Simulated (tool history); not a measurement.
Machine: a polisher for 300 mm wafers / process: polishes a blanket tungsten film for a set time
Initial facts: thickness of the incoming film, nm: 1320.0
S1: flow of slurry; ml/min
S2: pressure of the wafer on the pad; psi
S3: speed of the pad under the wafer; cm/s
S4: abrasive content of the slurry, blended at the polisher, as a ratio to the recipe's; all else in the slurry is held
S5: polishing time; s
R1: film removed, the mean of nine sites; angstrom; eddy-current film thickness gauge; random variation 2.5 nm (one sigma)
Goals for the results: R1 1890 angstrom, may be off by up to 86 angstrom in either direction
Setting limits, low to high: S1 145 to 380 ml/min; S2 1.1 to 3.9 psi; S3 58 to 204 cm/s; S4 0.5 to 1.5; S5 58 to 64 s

Run 1, hour 0: S1 245 ml/min, S2 2.5 psi, S3 130 cm/s, S4 1, S5 64 s. Result: R1 2841.4 angstrom.
Run 2, hour 4.6: S1 245 ml/min, S2 2.5 psi, S3 130 cm/s, S4 1, S5 64 s. Result: R1 2903.6 angstrom.
Run 3, hour 12: S1 245 ml/min, S2 2.5 psi, S3 130 cm/s, S4 1, S5 58 s. Result: R1 2587.5 angstrom.
Run 4, hour 13.4: S1 300 ml/min, S2 2.5 psi, S3 130 cm/s, S4 1, S5 58 s. Result: R1 2626.3 angstrom.
Run 5, hour 19.9: S1 260 ml/min, S2 2.5 psi, S3 130 cm/s, S4 1, S5 58 s. Result: R1 2561.1 angstrom.
Run 6, hour 22: S1 260 ml/min, S2 2.5 psi, S3 100 cm/s, S4 1, S5 58 s. Result: R1 2285.6 angstrom.
Run 7, hour 27.1: S1 260 ml/min, S2 2.4 psi, S3 100 cm/s, S4 1, S5 58 s. Result: R1 2174 angstrom.
Run 8, hour 31: S1 260 ml/min, S2 2.4 psi, S3 100 cm/s, S4 1, S5 58 s. Result: R1 2167.3 angstrom.
Run 9, hour 36: S1 260 ml/min, S2 2.3 psi, S3 100 cm/s, S4 1, S5 58 s. Result: R1 2103.7 angstrom.

Consider the 5 candidate settings below. Which is the only one whose results all fall within their allowed miss of target?
Run A, hour 41: S1 220 ml/min, S2 2.1 psi, S3 96 cm/s, S4 1.15, S5 58 s. Result: R1 ?.
Run B, hour 41: S1 175 ml/min, S2 2.5 psi, S3 136 cm/s, S4 0.95, S5 58 s. Result: R1 ?.
Run C, hour 41: S1 275 ml/min, S2 2.7 psi, S3 106 cm/s, S4 0.9, S5 58 s. Result: R1 ?.
Run D, hour 41: S1 270 ml/min, S2 2.1 psi, S3 126 cm/s, S4 1.1, S5 58 s. Result: R1 ?.
Run E, hour 41: S1 265 ml/min, S2 2.3 psi, S3 114 cm/s, S4 1, S5 64 s. Result: R1 ?.

move      R1
   A  1895.4
   B  2520.8
   C  2400.3
   D  2241.1
   E  2451.1
A: every result lands within tolerance
B: lands further from the targets than the last run did
C: lands further from the targets than the last run did
D: lands further from the targets than the last run did
E: lands further from the targets than the last run did
So the answer is move A, the one that meets all the targets.
